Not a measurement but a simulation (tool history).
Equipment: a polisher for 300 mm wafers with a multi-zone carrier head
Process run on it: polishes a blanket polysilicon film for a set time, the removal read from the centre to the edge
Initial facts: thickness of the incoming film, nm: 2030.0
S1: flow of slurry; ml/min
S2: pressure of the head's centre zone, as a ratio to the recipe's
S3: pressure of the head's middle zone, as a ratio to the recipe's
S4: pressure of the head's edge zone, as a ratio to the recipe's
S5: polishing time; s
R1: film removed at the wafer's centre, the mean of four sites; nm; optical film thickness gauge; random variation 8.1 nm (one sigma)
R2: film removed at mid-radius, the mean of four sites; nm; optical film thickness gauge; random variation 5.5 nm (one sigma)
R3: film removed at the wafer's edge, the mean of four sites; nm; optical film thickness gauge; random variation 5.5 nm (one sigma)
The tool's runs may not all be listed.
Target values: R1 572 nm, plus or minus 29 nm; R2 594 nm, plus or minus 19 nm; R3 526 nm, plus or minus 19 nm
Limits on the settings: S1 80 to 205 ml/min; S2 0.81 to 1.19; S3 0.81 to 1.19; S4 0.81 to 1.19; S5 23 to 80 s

Run 1, hour 0: S1 135 ml/min, S2 1, S3 1, S4 1, S5 51 s. Result: R1 480.54 nm, R2 511.96 nm, R3 498.03 nm.
Run 2, hour 0.7: S1 135 ml/min, S2 1, S3 1, S4 1, S5 45 s. Result: R1 429.51 nm, R2 444.5 nm, R3 438.15 nm.
Run 3, hour 4.7: S1 135 ml/min, S2 1, S3 1, S4 1, S5 40 s. Result: R1 379.85 nm, R2 391.88 nm, R3 392.45 nm.
Run 4, hour 7.4: S1 135 ml/min, S2 1, S3 1, S4 1.07, S5 40 s. Result: R1 380.71 nm, R2 402.54 nm, R3 405.05 nm.
Run 5, hour 9.8: S1 135 ml/min, S2 1, S3 1, S4 1.07, S5 31 s. Result: R1 300.03 nm, R2 311.02 nm, R3 316.82 nm.
Run 6, hour 17.4: S1 145 ml/min, S2 1.04, S3 1.03, S4 1.08, S5 36 s. Result: R1 374.92 nm, R2 370.46 nm, R3 375.72 nm.
Run 7, hour 25.1: S1 180 ml/min, S2 1.07, S3 1.13, S4 1.06, S5 47 s. Result: R1 507.02 nm, R2 535.95 nm, R3 491.75 nm.
Run 8, hour 25.9: S1 185 ml/min, S2 1.08, S3 1.14, S4 1.06, S5 48 s. Result: R1 522.83 nm, R2 555.4 nm, R3 502.41 nm.
Run 9, hour 32.9: S1 190 ml/min, S2 1.09, S3 1.15, S4 1.06, S5 48 s. Result: R1 541.73 nm, R2 564.86 nm, R3 504.03 nm.
Run 10, hour 38.5: S1 190 ml/min, S2 1.09, S3 1.16, S4 1.07, S5 48 s. Result: R1 525.34 nm, R2 569.96 nm, R3 499.1 nm.
Run 11, hour 45.2: S1 190 ml/min, S2 1.09, S3 1.16, S4 1.07, S5 48 s. Result: R1 529.56 nm, R2 564.26 nm, R3 501.73 nm.

Which single option among these 4 for the next run brings every result within its allowed miss of target? Just one does.
Run A, hour 51.9: S1 185 ml/min, S2 0.93, S3 1.14, S4 1.12, S5 49 s. Result: R1 ?, R2 ?, R3 ?.
Run B, hour 51.9: S1 180 ml/min, S2 1.14, S3 1.19, S4 1.12, S5 49 s. Result: R1 ?, R2 ?, R3 ?.
Run C, hour 51.9: S1 200 ml/min, S2 1.08, S3 1.17, S4 1, S5 46 s. Result: R1 ?, R2 ?, R3 ?.
Run D, hour 51.9: S1 165 ml/min, S2 1.09, S3 1.05, S4 1.05, S5 51 s. Result: R1 ?, R2 ?, R3 ?.

move      R1      R2      R3
   A  466.54  574.11  526.41
   B  570.42  592.76  524.52
   C  515.52  556.85  470.71
   D  558.66  547.08  524.45
A: the biggest miss grows against the last run
B: in spec on every target
C: the biggest miss grows against the last run
D: the biggest miss grows against the last run
Move B is the one to make.
